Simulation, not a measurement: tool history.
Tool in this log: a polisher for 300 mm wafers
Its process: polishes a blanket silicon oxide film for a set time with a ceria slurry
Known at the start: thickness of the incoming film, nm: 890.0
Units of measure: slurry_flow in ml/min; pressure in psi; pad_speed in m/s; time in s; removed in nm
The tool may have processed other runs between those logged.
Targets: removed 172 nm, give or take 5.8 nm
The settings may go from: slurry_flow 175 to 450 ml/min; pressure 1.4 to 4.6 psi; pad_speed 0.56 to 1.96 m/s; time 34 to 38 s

| run | hour | slurry_flow | pressure | pad_speed | time | removed |
|---|---|---|---|---|---|---|
| 1 | 0 | 290 | 3 | 1.26 | 38 | 193.54 |
| 2 | 4.4 | 290 | 3 | 0.96 | 38 | 155.25 |
| 3 | 11.3 | 290 | 3.1 | 0.96 | 38 | 159.8 |
| 4 | 15.7 | 290 | 2.5 | 0.96 | 38 | 129.46 |
| 5 | 17.2 | 260 | 2.5 | 0.96 | 38 | 126.16 |
| 6 | 22.9 | 280 | 2.7 | 0.96 | 38 | 139.47 |
| 7 | 30.7 | 290 | 2.8 | 0.96 | 38 | 139.75 |
| 8 | 33.7 | 290 | 3.6 | 0.98 | 38 | 186.37 |
|  | 35.6 | worn pad replaced by a new one |
| 9 | 35.6 | 285 | 3.5 | 0.98 | 38 | 192.17 |

Below are 5 possible settings for the next run. Only one of them brings all results inside the allowed miss of their targets. Which is it?
| A | 37.5 | 275 | 3.5 | 1.2 | 38 | ? |
| B | 37.5 | 285 | 3.7 | 1.2 | 34 | ? |
| C | 37.5 | 300 | 3.5 | 1.12 | 36 | ? |
| D | 37.5 | 310 | 3.3 | 1.04 | 38 | ? |
| E | 37.5 | 360 | 3.5 | 0.96 | 34 | ? |

| move | removed |
|---|---|
| A | 233.53 |
| B | 221.25 |
| C | 208.8 |
| D | 194.63 |
| E | 173.02 |
A: moves away from the targets compared with the last run
B: moves away from the targets compared with the last run
C: moves away from the targets compared with the last run
D: moves away from the targets compared with the last run
E: each result inside its tolerance
Go with E: it meets all targets.
